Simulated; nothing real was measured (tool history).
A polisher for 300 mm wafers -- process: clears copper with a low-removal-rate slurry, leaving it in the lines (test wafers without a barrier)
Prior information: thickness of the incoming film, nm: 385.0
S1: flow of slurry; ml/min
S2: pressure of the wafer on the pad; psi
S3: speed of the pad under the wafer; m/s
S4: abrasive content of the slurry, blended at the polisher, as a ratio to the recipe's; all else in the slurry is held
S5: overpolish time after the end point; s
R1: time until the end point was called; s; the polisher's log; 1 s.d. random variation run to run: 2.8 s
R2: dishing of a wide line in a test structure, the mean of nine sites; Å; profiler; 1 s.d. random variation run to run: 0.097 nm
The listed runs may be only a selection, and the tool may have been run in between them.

{"run": 1, "hour": 0.0, "S1": 175, "S2": 2.2, "S3": 1.26, "S4": 1, "S5": 11, "R1": 161.44, "R2": 92.337}
{"run": 2, "hour": 9.1, "S1": 175, "S2": 2.8, "S3": 1.26, "S4": 1, "S5": 11, "R1": 130.12, "R2": 97.098}
{"run": 3, "hour": 11.1, "S1": 175, "S2": 2.8, "S3": 1.04, "S4": 1, "S5": 11, "R1": 154.02, "R2": 92.557}
{"run": 4, "hour": 17.6, "S1": 175, "S2": 2.8, "S3": 1.04, "S4": 0.8, "S5": 11, "R1": 157.11, "R2": 91.161}
{"run": 5, "hour": 21.9, "S1": 175, "S2": 2.4, "S3": 1.04, "S4": 0.8, "S5": 13, "R1": 181.96, "R2": 91.464}
{"run": 6, "hour": 24.8, "S1": 175, "S2": 2.4, "S3": 1.04, "S4": 0.65, "S5": 13, "R1": 190.67, "R2": 93.141}
{"run": 7, "hour": 33.1, "S1": 170, "S2": 2.2, "S3": 1.04, "S4": 0.65, "S5": 14, "R1": 202.76, "R2": 91.449}
{"run": 8, "hour": 40.0, "S1": 170, "S2": 1.6, "S3": 0.98, "S4": 0.65, "S5": 19, "R1": 291.47, "R2": 90.01}

What will run 9 give?
{"run": 9, "hour": 43.6, "S1": 170, "S2": 1.7, "S3": 0.98, "S4": 0.65, "S5": 19, "R1": "?", "R2": "?"}

R1: 279.51 s
R2: 90.568 Å
